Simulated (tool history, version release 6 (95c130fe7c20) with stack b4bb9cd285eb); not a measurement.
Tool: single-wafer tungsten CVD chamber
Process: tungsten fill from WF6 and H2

run,day,heater temperature setpoint (deg C),chamber pressure (mTorr),deposition time (s),mean film thickness on the monitor wafer (Å)
1,0.000,375,40700,26.6,497.24
2,0.292,382,40700,26.6,565.15
3,0.492,382,40700,26.6,564.66
4,0.788,383,40700,26.6,573.83
5,1.121,389,40700,26.6,636.36
6,1.242,379,40700,26.6,539.85
7,1.500,380,40700,26.6,544.75

Forecast run 8:
8,1.533,381,40700,26.6,?

Run 8 gave mean film thickness on the monitor wafer (Å) 555.61.
